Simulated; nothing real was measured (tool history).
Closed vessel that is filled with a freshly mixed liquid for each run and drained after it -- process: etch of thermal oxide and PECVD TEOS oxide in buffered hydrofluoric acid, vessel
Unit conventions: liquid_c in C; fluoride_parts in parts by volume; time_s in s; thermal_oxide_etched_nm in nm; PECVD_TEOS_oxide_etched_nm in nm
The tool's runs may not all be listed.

run  hour  liquid_c  fluoride_parts  time_s  thermal_oxide_etched_nm  PECVD_TEOS_oxide_etched_nm
  1   0.0      22.0            11.0      60                   52.778                     123.680
  2   2.0      24.0            11.0      60                   58.383                     138.150
  3   3.3      24.0            11.0      75                   73.451                     175.070
  4  11.0      22.0            12.5      75                   58.361                     137.670
  5  13.7      20.5            13.5      75                   49.300                     115.950
  6  19.1      19.5            14.5      75                   43.820                     102.330
  7  25.8      19.0            15.0      75                   40.771                      97.269
  8  26.7      18.5            15.5      75                   39.031                      91.188
  9  29.3      18.0            16.0      75                   36.334                      86.230

Expected results for the next run?
 10  33.7      17.5            16.5      75                        ?                           ?

thermal_oxide_etched_nm: 34.494 nm
PECVD_TEOS_oxide_etched_nm: 81.431 nm
